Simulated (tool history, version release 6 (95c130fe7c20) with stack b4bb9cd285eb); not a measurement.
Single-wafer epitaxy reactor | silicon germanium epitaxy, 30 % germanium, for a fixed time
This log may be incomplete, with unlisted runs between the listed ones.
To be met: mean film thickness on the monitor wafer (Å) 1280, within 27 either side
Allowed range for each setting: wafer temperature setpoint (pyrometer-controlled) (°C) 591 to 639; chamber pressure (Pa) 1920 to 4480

run  hour  wafer temperature setpoint (pyrometer-controlled) (°C)  chamber pressure (Pa)  mean film thickness on the monitor wafer (Å)
  1     0                                                     615                   3200                                        821.69
  2   7.1                                                     606                   3200                                        699.62
  3  13.3                                                     601                   3200                                        634.68
  4  15.7                                                     610                   3200                                        750.45
  5  24.1                                                     604                   3200                                        670.02
  6  27.4                                                     611                   3226                                        765.66
  7    36                                                     616                   3253                                        841.43
  8  44.3                                                     616                   3253                                        840.97
  9  49.6                                                     620                   3280                                        906.26
 10  50.7                                                     624                   3293                                        979.97
 11  57.7                                                     627                   3306                                          1026
 12  66.4                                                     629                   3333                                          1076
 13  68.4                                                     631                   3346                                          1107
 14  74.4                                                     633                   3360                                          1150
 15    75                                                     634                   3360                                        1171.6

Which one of the following 4 next-run settings gets every result inside its allowed miss? There is exactly one.
  A  75.6                                                     632                   3346                                             ?
  B  75.6                                                     637                   3360                                             ?
  C  75.6                                                     639                   3306                                             ?
  D  75.6                                                     635                   3560                                             ?

move  mean film thickness on the monitor wafer (Å)
   A                                        1131.4
   B                                        1235.3
   C                                        1271.2
   D                                        1218.1
A: the biggest miss grows against the last run
B: nearer the targets than the last run, but a result is still out of spec
C: every result lands within tolerance
D: nearer the targets than the last run, but a result is still out of spec
So the answer is move C, the one that meets all the targets.

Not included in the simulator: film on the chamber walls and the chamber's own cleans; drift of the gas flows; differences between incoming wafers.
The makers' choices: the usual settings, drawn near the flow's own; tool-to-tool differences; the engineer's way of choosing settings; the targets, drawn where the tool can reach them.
